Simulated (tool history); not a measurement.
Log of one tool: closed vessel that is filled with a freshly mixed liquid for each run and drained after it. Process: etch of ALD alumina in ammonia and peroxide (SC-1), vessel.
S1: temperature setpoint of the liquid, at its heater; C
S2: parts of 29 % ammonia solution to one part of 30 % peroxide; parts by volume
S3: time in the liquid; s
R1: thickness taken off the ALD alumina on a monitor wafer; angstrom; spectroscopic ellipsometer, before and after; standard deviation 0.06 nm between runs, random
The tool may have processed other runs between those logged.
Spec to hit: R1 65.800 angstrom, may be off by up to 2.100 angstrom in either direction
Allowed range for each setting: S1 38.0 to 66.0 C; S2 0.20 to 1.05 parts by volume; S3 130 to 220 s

{"run": 1, "day": 0.0, "S1": 50.0, "S2": 0.55, "S3": 220, "R1": 97.756}
{"run": 2, "day": 0.279, "S1": 47.5, "S2": 0.55, "S3": 220, "R1": 86.547}
{"run": 3, "day": 0.429, "S1": 45.5, "S2": 0.55, "S3": 220, "R1": 76.584}
{"run": 4, "day": 0.612, "S1": 45.5, "S2": 0.45, "S3": 220, "R1": 75.674}
{"run": 5, "day": 0.892, "S1": 41.5, "S2": 0.45, "S3": 220, "R1": 59.742}
{"run": 6, "day": 1.104, "S1": 41.5, "S2": 0.35, "S3": 220, "R1": 58.904}
{"run": 7, "day": 1.292, "S1": 42.0, "S2": 0.35, "S3": 220, "R1": 60.403}
{"run": 8, "day": 1.612, "S1": 42.0, "S2": 0.35, "S3": 220, "R1": 60.128}
{"run": 9, "day": 1.771, "S1": 42.5, "S2": 0.35, "S3": 220, "R1": 62.5}

4 next moves are on the table. One of them brings every result within its allowed miss. Which?
{"run": "A", "day": 1.929, "S1": 42.5, "S2": 0.3, "S3": 220, "R1": "?"}
{"run": "B", "day": 1.929, "S1": 43.0, "S2": 0.45, "S3": 220, "R1": "?"}
{"run": "C", "day": 1.929, "S1": 45.0, "S2": 0.25, "S3": 220, "R1": "?"}
{"run": "D", "day": 1.929, "S1": 45.5, "S2": 0.2, "S3": 220, "R1": "?"}

move=A R1=60.426
move=B R1=64.656
move=C R1=68.563
move=D R1=69.051
A: misses by more than the last run did
B: every result within its allowed miss
C: moves the result that the last run missed by most past its target, out the other side
D: moves the result that the last run missed by most past its target, out the other side
B meets every target.
